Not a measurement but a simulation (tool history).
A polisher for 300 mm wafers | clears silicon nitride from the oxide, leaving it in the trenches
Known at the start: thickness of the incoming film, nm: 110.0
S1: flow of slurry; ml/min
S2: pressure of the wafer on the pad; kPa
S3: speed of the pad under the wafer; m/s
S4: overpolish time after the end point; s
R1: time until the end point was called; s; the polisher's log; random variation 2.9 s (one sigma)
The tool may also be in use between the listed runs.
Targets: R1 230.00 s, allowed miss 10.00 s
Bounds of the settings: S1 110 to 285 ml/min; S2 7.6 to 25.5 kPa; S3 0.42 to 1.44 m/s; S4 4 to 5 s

Run 1, hour 0.0: S1 180 ml/min, S2 16.5 kPa, S3 0.92 m/s, S4 5 s. Result: R1 150.22 s.
Run 2, hour 0.9: S1 180 ml/min, S2 20.0 kPa, S3 0.92 m/s, S4 5 s. Result: R1 123.87 s.
Run 3, hour 2.0: S1 180 ml/min, S2 22.1 kPa, S3 0.92 m/s, S4 5 s. Result: R1 114.83 s.
Run 4, hour 3.2: S1 180 ml/min, S2 19.3 kPa, S3 0.90 m/s, S4 5 s. Result: R1 131.74 s.
Run 5, hour 4.0: S1 180 ml/min, S2 17.2 kPa, S3 0.88 m/s, S4 5 s. Result: R1 151.81 s.
Run 6, hour 8.9: S1 180 ml/min, S2 19.3 kPa, S3 0.88 m/s, S4 5 s. Result: R1 134.61 s.
Run 7, hour 15.9: S1 180 ml/min, S2 17.2 kPa, S3 0.86 m/s, S4 5 s. Result: R1 155.32 s.
Run 8, hour 23.3: S1 180 ml/min, S2 15.9 kPa, S3 0.86 m/s, S4 5 s. Result: R1 163.95 s.
Run 9, hour 31.4: S1 180 ml/min, S2 14.5 kPa, S3 0.86 m/s, S4 5 s. Result: R1 183.43 s.
Run 10, hour 37.0: S1 180 ml/min, S2 13.8 kPa, S3 0.86 m/s, S4 5 s. Result: R1 188.31 s.
Run 11, hour 38.3: S1 180 ml/min, S2 13.1 kPa, S3 0.86 m/s, S4 5 s. Result: R1 201.00 s.
Run 12, hour 39.5: S1 180 ml/min, S2 12.4 kPa, S3 0.86 m/s, S4 5 s. Result: R1 208.00 s.

5 next moves are on the table. One of them brings every result within its allowed miss. Which?
Run A, hour 40.7: S1 180 ml/min, S2 13.1 kPa, S3 0.96 m/s, S4 5 s. Result: R1 ?.
Run B, hour 40.7: S1 185 ml/min, S2 13.8 kPa, S3 0.90 m/s, S4 5 s. Result: R1 ?.
Run C, hour 40.7: S1 260 ml/min, S2 11.7 kPa, S3 0.78 m/s, S4 4 s. Result: R1 ?.
Run D, hour 40.7: S1 155 ml/min, S2 13.8 kPa, S3 0.78 m/s, S4 5 s. Result: R1 ?.
Run E, hour 40.7: S1 185 ml/min, S2 13.8 kPa, S3 0.82 m/s, S4 5 s. Result: R1 ?.

move      R1
   A  186.52
   B  184.87
   C  227.86
   D  209.58
   E  196.89
A: further off than the last run
B: further off than the last run
C: meets every target
D: nearer than the last run, and not there yet
E: further off than the last run
Move C is the one to make.

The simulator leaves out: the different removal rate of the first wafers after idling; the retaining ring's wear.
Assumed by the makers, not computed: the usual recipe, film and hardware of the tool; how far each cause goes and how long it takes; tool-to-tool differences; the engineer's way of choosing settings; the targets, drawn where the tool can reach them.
